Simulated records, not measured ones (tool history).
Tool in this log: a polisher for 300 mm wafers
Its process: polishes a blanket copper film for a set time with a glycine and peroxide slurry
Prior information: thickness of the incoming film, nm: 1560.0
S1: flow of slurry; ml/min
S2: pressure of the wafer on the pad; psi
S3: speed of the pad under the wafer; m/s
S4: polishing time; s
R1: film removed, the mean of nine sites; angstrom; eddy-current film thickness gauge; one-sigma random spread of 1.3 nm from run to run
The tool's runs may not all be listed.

{"run": 1, "hour": 0.0, "S1": 320, "S2": 1.6, "S3": 0.78, "S4": 34, "R1": 939.31}
{"run": 2, "hour": 1.5, "S1": 265, "S2": 1.6, "S3": 0.78, "S4": 34, "R1": 935.02}
{"run": 3, "hour": 9.8, "S1": 310, "S2": 1.6, "S3": 0.78, "S4": 34, "R1": 944.18}
{"run": 4, "hour": 15.9, "S1": 265, "S2": 1.6, "S3": 0.78, "S4": 34, "R1": 947.86}
{"run": 5, "hour": 22.7, "S1": 265, "S2": 1.7, "S3": 0.82, "S4": 34, "R1": 1005.9}
{"run": 6, "hour": 31.0, "S1": 265, "S2": 1.7, "S3": 0.66, "S4": 34, "R1": 876.32}
{"run": 7, "hour": 32.3, "S1": 265, "S2": 1.8, "S3": 0.72, "S4": 34, "R1": 951.54}
{"run": 8, "hour": 40.2, "S1": 265, "S2": 1.9, "S3": 0.78, "S4": 34, "R1": 1033.7}

Run 9 is up next; what results do you expect?
{"run": 9, "hour": 47.6, "S1": 265, "S2": 2.0, "S3": 0.84, "S4": 34, "R1": "?"}

{"run 9": {"R1": 1119.4}}
